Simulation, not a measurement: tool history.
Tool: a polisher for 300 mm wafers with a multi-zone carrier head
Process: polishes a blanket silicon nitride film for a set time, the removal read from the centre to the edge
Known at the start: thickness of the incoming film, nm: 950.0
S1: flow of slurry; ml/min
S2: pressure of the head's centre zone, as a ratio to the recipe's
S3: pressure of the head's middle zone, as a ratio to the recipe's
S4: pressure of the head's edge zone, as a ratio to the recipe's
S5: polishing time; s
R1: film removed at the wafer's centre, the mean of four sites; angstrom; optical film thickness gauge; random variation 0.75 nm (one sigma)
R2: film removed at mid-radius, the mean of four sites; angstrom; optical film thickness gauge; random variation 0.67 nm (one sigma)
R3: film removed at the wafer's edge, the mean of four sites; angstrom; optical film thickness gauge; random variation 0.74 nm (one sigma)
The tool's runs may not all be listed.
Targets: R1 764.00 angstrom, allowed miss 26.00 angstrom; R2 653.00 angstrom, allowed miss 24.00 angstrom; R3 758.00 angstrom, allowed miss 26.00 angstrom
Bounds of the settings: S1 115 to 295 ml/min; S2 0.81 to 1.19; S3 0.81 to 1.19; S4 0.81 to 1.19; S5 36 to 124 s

{"run": 1, "hour": 0.0, "S1": 190, "S2": 1.0, "S3": 1.0, "S4": 1.0, "S5": 79, "R1": 1222.5, "R2": 1220.5, "R3": 1224.5}
{"run": 2, "hour": 5.8, "S1": 190, "S2": 1.0, "S3": 1.0, "S4": 1.07, "S5": 79, "R1": 1222.8, "R2": 1219.7, "R3": 1281.9}
{"run": 3, "hour": 14.3, "S1": 190, "S2": 0.92, "S3": 1.0, "S4": 1.07, "S5": 79, "R1": 1149.4, "R2": 1249.3, "R3": 1246.0}
{"run": 4, "hour": 16.3, "S1": 190, "S2": 0.96, "S3": 1.0, "S4": 1.07, "S5": 79, "R1": 1175.7, "R2": 1250.1, "R3": 1281.3}
{"run": 5, "hour": 21.6, "S1": 175, "S2": 0.97, "S3": 0.94, "S4": 1.03, "S5": 68, "R1": 1006.0, "R2": 991.24, "R3": 1079.4}
{"run": 6, "hour": 22.7, "S1": 175, "S2": 0.97, "S3": 0.94, "S4": 1.1, "S5": 68, "R1": 993.92, "R2": 990.71, "R3": 1115.6}
{"run": 7, "hour": 27.4, "S1": 170, "S2": 0.98, "S3": 0.91, "S4": 1.03, "S5": 61, "R1": 897.27, "R2": 878.04, "R3": 969.32}
{"run": 8, "hour": 36.2, "S1": 160, "S2": 1.0, "S3": 0.88, "S4": 0.99, "S5": 57, "R1": 841.39, "R2": 776.69, "R3": 879.14}
{"run": 9, "hour": 44.9, "S1": 150, "S2": 1.01, "S3": 0.86, "S4": 0.96, "S5": 56, "R1": 817.7, "R2": 736.61, "R3": 831.39}
{"run": 10, "hour": 46.9, "S1": 150, "S2": 1.01, "S3": 0.86, "S4": 0.96, "S5": 56, "R1": 828.71, "R2": 737.29, "R3": 828.15}
{"hour": 51.6, "done": "worn pad replaced by a new one"}
{"run": 11, "hour": 51.6, "S1": 140, "S2": 1.01, "S3": 0.84, "S4": 0.95, "S5": 55, "R1": 846.12, "R2": 731.33, "R3": 848.49}
{"run": 12, "hour": 55.2, "S1": 145, "S2": 1.01, "S3": 0.83, "S4": 0.94, "S5": 53, "R1": 823.72, "R2": 704.56, "R3": 813.89}
{"run": 13, "hour": 59.5, "S1": 140, "S2": 1.01, "S3": 0.83, "S4": 0.94, "S5": 52, "R1": 780.81, "R2": 697.83, "R3": 786.08}

Which of these 5 next moves meets every target?
{"run": "A", "hour": 63.8, "S1": 140, "S2": 0.99, "S3": 0.81, "S4": 1.0, "S5": 51, "R1": "?", "R2": "?", "R3": "?"}
{"run": "B", "hour": 63.8, "S1": 120, "S2": 1.1, "S3": 0.81, "S4": 1.03, "S5": 53, "R1": "?", "R2": "?", "R3": "?"}
{"run": "C", "hour": 63.8, "S1": 135, "S2": 1.02, "S3": 0.83, "S4": 0.94, "S5": 50, "R1": "?", "R2": "?", "R3": "?"}
{"run": "D", "hour": 63.8, "S1": 140, "S2": 1.05, "S3": 0.81, "S4": 1.0, "S5": 51, "R1": "?", "R2": "?", "R3": "?"}
{"run": "E", "hour": 63.8, "S1": 155, "S2": 1.15, "S3": 0.83, "S4": 0.96, "S5": 48, "R1": "?", "R2": "?", "R3": "?"}

move=A R1=752.76 R2=665.98 R3=793.72
move=B R1=812.14 R2=664.00 R3=812.86
move=C R1=748.12 R2=660.08 R3=750.90
move=D R1=788.84 R2=665.82 R3=793.72
move=E R1=820.32 R2=653.94 R3=744.83
A: brings the result that was furthest off to its target, and leaves another outside
B: brings the result that was furthest off to its target, and leaves another outside
C: meets every target
D: brings the result that was furthest off to its target, and leaves another outside
E: brings the result that was furthest off to its target, and leaves another outside
Move C is the one to make.

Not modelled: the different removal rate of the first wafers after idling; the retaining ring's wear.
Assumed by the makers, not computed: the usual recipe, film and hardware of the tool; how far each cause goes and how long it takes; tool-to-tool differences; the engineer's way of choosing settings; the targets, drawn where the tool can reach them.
